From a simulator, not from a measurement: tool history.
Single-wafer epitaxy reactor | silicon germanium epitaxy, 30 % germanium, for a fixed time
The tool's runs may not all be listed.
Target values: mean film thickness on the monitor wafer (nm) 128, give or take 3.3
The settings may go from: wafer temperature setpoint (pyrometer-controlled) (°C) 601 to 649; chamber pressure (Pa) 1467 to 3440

run    day  wafer temperature setpoint (pyrometer-controlled) (°C)  chamber pressure (Pa)  mean film thickness on the monitor wafer (nm)
  1      0                                                     625                   2453                                         99.229
  2  0.375                                                     625                   2093                                         90.322
  3  0.638                                                     629                   2093                                         96.655
  4  0.721                                                     634                   2106                                         106.41
  5  1.029                                                     637                   2120                                         114.08
  6  1.083                                                     631                   2120                                          101.2
  7    1.4                                                     635                   2133                                         109.34
  8  1.458                                                     637                   2146                                         114.39
  9  1.654                                                     644                   2173                                         132.11

Exercise: of the 5 proposed moves below, exactly one satisfies all targets within the stated allowed misses. Which move is it?
  A  1.85                                                     644                   1920                                              ?
  B  1.85                                                     646                   1973                                              ?
  C  1.85                                                     638                   2720                                              ?
  D  1.85                                                     644                   2226                                              ?
  E  1.85                                                     636                   2400                                              ?

move  mean film thickness on the monitor wafer (nm)
   A                                         121.11
   B                                         128.09
   C                                         134.61
   D                                          133.6
   E                                          120.4
A: the result that was furthest off in the last run now lies on the other side of its target
B: meets every target
C: the biggest miss grows against the last run
D: the biggest miss grows against the last run
E: the result that was furthest off in the last run now lies on the other side of its target
The right move is B.
